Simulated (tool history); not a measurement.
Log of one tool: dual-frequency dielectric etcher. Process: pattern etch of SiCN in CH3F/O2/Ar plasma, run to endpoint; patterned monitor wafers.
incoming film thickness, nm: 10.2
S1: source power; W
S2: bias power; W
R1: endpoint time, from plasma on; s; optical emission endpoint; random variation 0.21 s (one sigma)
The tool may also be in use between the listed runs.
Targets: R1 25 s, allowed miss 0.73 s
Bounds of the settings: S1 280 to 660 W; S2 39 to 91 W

{"run": 1, "day": 0.0, "S1": 470, "S2": 65, "R1": 29.088}
{"run": 2, "day": 0.35, "S1": 420, "S2": 65, "R1": 30.435}
{"run": 3, "day": 0.558, "S1": 480, "S2": 65, "R1": 29.003}
{"run": 4, "day": 0.696, "S1": 480, "S2": 69, "R1": 27.689}
{"run": 5, "day": 0.867, "S1": 450, "S2": 69, "R1": 28.561}
{"run": 6, "day": 1.108, "S1": 530, "S2": 69, "R1": 26.561}
{"run": 7, "day": 1.171, "S1": 540, "S2": 69, "R1": 26.557}
{"run": 8, "day": 1.404, "S1": 550, "S2": 69, "R1": 26.398}
{"run": 9, "day": 1.604, "S1": 560, "S2": 69, "R1": 26.254}
{"run": 10, "day": 1.938, "S1": 570, "S2": 69, "R1": 26.091}
{"run": 11, "day": 2.008, "S1": 580, "S2": 69, "R1": 25.838}

Which of these 4 next moves meets every target?
{"run": "A", "day": 2.079, "S1": 570, "S2": 68, "R1": "?"}
{"run": "B", "day": 2.079, "S1": 600, "S2": 85, "R1": "?"}
{"run": "C", "day": 2.079, "S1": 590, "S2": 74, "R1": "?"}
{"run": "D", "day": 2.079, "S1": 560, "S2": 67, "R1": "?"}

move=A R1=26.292
move=B R1=23.633
move=C R1=25.115
move=D R1=26.618
A: further off than the last run
B: takes the result that was furthest off past its target
C: meets every target
D: further off than the last run
Answer: C
